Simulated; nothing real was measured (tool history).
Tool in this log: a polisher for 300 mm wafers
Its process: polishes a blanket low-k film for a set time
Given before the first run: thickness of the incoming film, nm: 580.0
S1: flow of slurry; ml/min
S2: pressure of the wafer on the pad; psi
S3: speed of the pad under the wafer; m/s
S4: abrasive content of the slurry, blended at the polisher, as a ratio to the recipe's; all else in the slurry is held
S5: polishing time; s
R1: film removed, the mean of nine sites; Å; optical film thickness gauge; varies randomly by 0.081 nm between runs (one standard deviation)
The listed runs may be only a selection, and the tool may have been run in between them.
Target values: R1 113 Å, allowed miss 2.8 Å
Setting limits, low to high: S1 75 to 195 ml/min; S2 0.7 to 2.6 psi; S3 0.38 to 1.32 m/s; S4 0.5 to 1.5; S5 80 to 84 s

| run | day | S1 | S2 | S3 | S4 | S5 | R1 |
|---|---|---|---|---|---|---|---|
| 1 | 0 | 125 | 1.6 | 0.84 | 1 | 80 | 196.51 |
| 2 | 0.296 | 125 | 1.9 | 0.84 | 1 | 80 | 228.63 |
| 3 | 0.429 | 120 | 1.6 | 0.84 | 1 | 80 | 194.52 |
| 4 | 0.696 | 120 | 1.6 | 0.74 | 1 | 80 | 176.32 |
| 5 | 1.017 | 135 | 1.6 | 0.74 | 1 | 80 | 177.6 |
| 6 | 1.092 | 135 | 1.6 | 0.74 | 1 | 80 | 177.33 |
| 7 | 1.154 | 135 | 1.4 | 0.74 | 1 | 80 | 160.36 |
| 8 | 1.25 | 130 | 1.3 | 0.74 | 1 | 80 | 147.8 |
| 9 | 1.4 | 125 | 1.2 | 0.74 | 1 | 80 | 140.09 |
| 10 | 1.65 | 120 | 1.1 | 0.74 | 1 | 80 | 127.02 |
| 11 | 1.721 | 110 | 1.1 | 0.74 | 1 | 80 | 127.66 |
| 12 | 1.908 | 105 | 1.1 | 0.74 | 1 | 80 | 126.48 |
| 13 | 2.062 | 100 | 1.1 | 0.74 | 1 | 80 | 126.58 |
| 14 | 2.117 | 95 | 1 | 0.74 | 1 | 80 | 117.21 |

Exactly one of the 5 candidate moves below puts every result within its allowed miss. Which one?
| A | 2.171 | 120 | 1 | 0.68 | 1.15 | 80 | ? |
| B | 2.171 | 90 | 0.8 | 0.98 | 0.9 | 84 | ? |
| C | 2.171 | 80 | 1.1 | 0.74 | 0.95 | 84 | ? |
| D | 2.171 | 95 | 1 | 0.76 | 1 | 80 | ? |
| E | 2.171 | 85 | 1 | 0.72 | 1 | 80 | ? |

| move | R1 |
|---|---|
| A | 119.76 |
| B | 121.33 |
| C | 124.57 |
| D | 118.5 |
| E | 111.63 |
A: the biggest miss grows against the last run
B: the biggest miss grows against the last run
C: the biggest miss grows against the last run
D: the biggest miss grows against the last run
E: every result within its allowed miss
Correct choice: E, which meets every target

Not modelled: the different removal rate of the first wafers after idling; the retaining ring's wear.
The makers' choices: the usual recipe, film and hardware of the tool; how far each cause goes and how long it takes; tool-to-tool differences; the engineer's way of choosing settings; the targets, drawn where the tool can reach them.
